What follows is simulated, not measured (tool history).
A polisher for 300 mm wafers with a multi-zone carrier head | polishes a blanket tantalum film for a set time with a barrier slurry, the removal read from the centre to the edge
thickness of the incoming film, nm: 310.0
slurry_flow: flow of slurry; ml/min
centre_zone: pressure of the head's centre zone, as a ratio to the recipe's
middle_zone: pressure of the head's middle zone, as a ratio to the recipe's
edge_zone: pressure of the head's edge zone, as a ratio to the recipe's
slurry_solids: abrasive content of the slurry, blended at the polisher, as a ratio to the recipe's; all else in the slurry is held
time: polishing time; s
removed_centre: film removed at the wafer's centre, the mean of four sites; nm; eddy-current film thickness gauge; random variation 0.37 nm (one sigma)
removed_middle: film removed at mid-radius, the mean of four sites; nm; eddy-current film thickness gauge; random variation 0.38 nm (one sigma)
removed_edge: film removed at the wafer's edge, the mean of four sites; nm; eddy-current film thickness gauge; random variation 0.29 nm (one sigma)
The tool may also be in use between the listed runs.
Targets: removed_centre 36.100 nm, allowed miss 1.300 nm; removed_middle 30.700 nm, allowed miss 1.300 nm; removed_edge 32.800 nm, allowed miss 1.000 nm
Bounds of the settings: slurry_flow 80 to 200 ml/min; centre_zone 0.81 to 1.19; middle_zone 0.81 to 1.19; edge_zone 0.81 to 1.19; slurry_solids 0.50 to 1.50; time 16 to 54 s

| run | hour | slurry_flow | centre_zone | middle_zone | edge_zone | slurry_solids | time | removed_centre | removed_middle | removed_edge |
|---|---|---|---|---|---|---|---|---|---|---|
| 1 | 0.0 | 130 | 1.00 | 1.00 | 1.00 | 1.00 | 35 | 40.024 | 38.773 | 39.489 |
| 2 | 5.6 | 125 | 1.00 | 0.99 | 0.98 | 0.95 | 35 | 38.815 | 37.409 | 38.309 |
| 3 | 13.1 | 125 | 1.00 | 0.99 | 0.98 | 1.15 | 35 | 40.813 | 39.353 | 40.503 |
| 4 | 16.8 | 115 | 1.00 | 0.99 | 0.98 | 1.15 | 35 | 39.544 | 38.732 | 39.654 |
| 5 | 23.6 | 115 | 1.00 | 0.99 | 0.91 | 1.15 | 35 | 39.628 | 39.279 | 38.602 |
| 6 | 26.2 | 115 | 1.00 | 0.99 | 0.91 | 1.05 | 35 | 38.430 | 38.767 | 37.292 |
| 7 | 28.2 | 115 | 1.01 | 0.97 | 0.91 | 1.00 | 35 | 38.904 | 36.868 | 37.021 |
| 8 | 35.2 | 110 | 1.01 | 0.96 | 0.90 | 1.00 | 35 | 38.217 | 36.162 | 37.067 |
| 9 | 42.6 | 110 | 1.02 | 0.95 | 0.89 | 0.95 | 35 | 39.030 | 35.770 | 35.873 |
| 10 | 44.5 | 105 | 1.02 | 0.94 | 0.89 | 0.95 | 35 | 37.757 | 34.436 | 35.699 |
| 11 | 48.4 | 105 | 1.02 | 0.93 | 0.88 | 0.95 | 35 | 37.499 | 34.241 | 35.643 |
| 12 | 55.3 | 105 | 1.02 | 0.93 | 0.87 | 0.95 | 35 | 37.463 | 34.331 | 35.447 |
| 13 | 61.1 | 105 | 1.02 | 0.92 | 0.86 | 0.95 | 35 | 36.583 | 33.942 | 34.892 |
| 14 | 61.9 | 105 | 1.03 | 0.91 | 0.86 | 0.95 | 35 | 37.907 | 33.585 | 34.842 |
| 15 | 68.4 | 85 | 1.03 | 0.86 | 0.82 | 0.85 | 35 | 34.690 | 29.208 | 31.898 |

Which of these 4 next moves meets every target?
| A | 74.9 | 90 | 1.04 | 0.87 | 0.81 | 0.80 | 36 | ? | ? | ? |
| B | 74.9 | 90 | 1.01 | 0.91 | 0.81 | 0.85 | 34 | ? | ? | ? |
| C | 74.9 | 90 | 1.09 | 0.81 | 0.88 | 0.85 | 34 | ? | ? | ? |
| D | 74.9 | 85 | 0.97 | 0.91 | 0.81 | 0.85 | 36 | ? | ? | ? |

| move | removed_centre | removed_middle | removed_edge |
|---|---|---|---|
| A | 35.603 | 30.309 | 33.027 |
| B | 33.158 | 30.171 | 31.653 |
| C | 35.779 | 27.401 | 32.800 |
| D | 32.883 | 31.281 | 33.054 |
A: meets every target
B: brings the result that was furthest off to its target, and leaves another outside
C: further off than the last run
D: brings the result that was furthest off to its target, and leaves another outside
Answer: A
